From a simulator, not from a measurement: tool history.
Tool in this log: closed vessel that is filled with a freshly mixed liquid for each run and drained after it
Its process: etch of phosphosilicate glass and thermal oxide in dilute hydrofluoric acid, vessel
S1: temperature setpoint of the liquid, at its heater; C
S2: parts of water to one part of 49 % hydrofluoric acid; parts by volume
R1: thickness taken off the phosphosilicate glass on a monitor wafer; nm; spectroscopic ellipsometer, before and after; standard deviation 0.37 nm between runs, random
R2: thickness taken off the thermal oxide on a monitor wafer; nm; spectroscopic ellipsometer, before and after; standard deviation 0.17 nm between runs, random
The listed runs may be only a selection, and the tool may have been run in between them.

{"run": 1, "day": 0.0, "S1": 21.0, "S2": 270, "time in the liquid (s)": 60, "R1": 21.489, "R2": 0.755}
{"run": 2, "day": 0.233, "S1": 22.5, "S2": 235, "time in the liquid (s)": 60, "R1": 27.087, "R2": 1.048}
{"run": 3, "day": 0.304, "S1": 22.5, "S2": 235, "time in the liquid (s)": 80, "R1": 36.303, "R2": 1.2978}
{"run": 4, "day": 0.521, "S1": 23.5, "S2": 205, "time in the liquid (s)": 80, "R1": 43.913, "R2": 1.585}
{"run": 5, "day": 0.771, "S1": 24.5, "S2": 185, "time in the liquid (s)": 80, "R1": 52.034, "R2": 1.8895}
{"run": 6, "day": 1.029, "S1": 25.0, "S2": 170, "time in the liquid (s)": 80, "R1": 58.207, "R2": 2.0115}
{"run": 7, "day": 1.267, "S1": 25.5, "S2": 160, "time in the liquid (s)": 80, "R1": 64.456, "R2": 2.306}
{"run": 8, "day": 1.329, "S1": 26.0, "S2": 155, "time in the liquid (s)": 80, "R1": 67.314, "R2": 2.5338}
{"run": 9, "day": 1.633, "S1": 26.5, "S2": 150, "time in the liquid (s)": 80, "R1": 71.528, "R2": 2.8557}
{"run": 10, "day": 1.954, "S1": 26.5, "S2": 150, "time in the liquid (s)": 80, "R1": 71.903, "R2": 2.4292}
{"run": 11, "day": 2.067, "S1": 27.0, "S2": 145, "time in the liquid (s)": 80, "R1": 76.048, "R2": 2.8932}

What does the tool deliver on the next run?
{"run": 12, "day": 2.158, "S1": 27.5, "S2": 140, "time in the liquid (s)": 80, "R1": "?", "R2": "?"}

Run 12 measured R1 80.620 nm, R2 3.0476 nm.
